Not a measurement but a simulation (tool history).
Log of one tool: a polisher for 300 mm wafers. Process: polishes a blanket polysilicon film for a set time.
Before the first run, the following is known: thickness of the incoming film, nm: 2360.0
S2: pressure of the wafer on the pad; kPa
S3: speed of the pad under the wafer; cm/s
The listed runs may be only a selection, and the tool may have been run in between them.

Run 1, hour 0.0: flow of slurry (ml/min) 150, S2 22.8 kPa, S3 128 cm/s, polishing time (s) 18. Result: film removed (nm) 211.550.
Run 2, hour 6.1: flow of slurry (ml/min) 150, S2 25.5 kPa, S3 128 cm/s, polishing time (s) 18. Result: film removed (nm) 235.240.
Run 3, hour 6.7: flow of slurry (ml/min) 150, S2 23.4 kPa, S3 120 cm/s, polishing time (s) 18. Result: film removed (nm) 210.440.
Run 4, hour 8.3: flow of slurry (ml/min) 150, S2 21.4 kPa, S3 110 cm/s, polishing time (s) 18. Result: film removed (nm) 175.460.
Run 5, hour 15.6: flow of slurry (ml/min) 150, S2 20.0 kPa, S3 104 cm/s, polishing time (s) 18. Result: film removed (nm) 153.210.
Run 6, hour 23.4: flow of slurry (ml/min) 150, S2 18.6 kPa, S3 102 cm/s, polishing time (s) 18. Result: film removed (nm) 141.510.
Run 7, hour 28.3: flow of slurry (ml/min) 150, S2 17.2 kPa, S3 100 cm/s, polishing time (s) 18. Result: film removed (nm) 130.370.
Run 8, hour 37.1: flow of slurry (ml/min) 150, S2 16.5 kPa, S3 98 cm/s, polishing time (s) 18. Result: film removed (nm) 119.960.
Run 9, hour 45.6: flow of slurry (ml/min) 150, S2 15.9 kPa, S3 98 cm/s, polishing time (s) 18. Result: film removed (nm) 116.160.
Run 10, hour 49.0: flow of slurry (ml/min) 150, S2 15.2 kPa, S3 98 cm/s, polishing time (s) 18. Result: film removed (nm) 114.150.
Run 11, hour 52.2: flow of slurry (ml/min) 150, S2 14.5 kPa, S3 96 cm/s, polishing time (s) 18. Result: film removed (nm) 106.610.
Run 12, hour 55.2: flow of slurry (ml/min) 150, S2 13.8 kPa, S3 96 cm/s, polishing time (s) 18. Result: film removed (nm) 98.935.

Run 13 comes next. What will it give?
Run 13, hour 56.6: flow of slurry (ml/min) 150, S2 13.8 kPa, S3 96 cm/s, polishing time (s) 18. Result: film removed (nm) ?.

Run 13 came out at film removed (nm) 100.040.
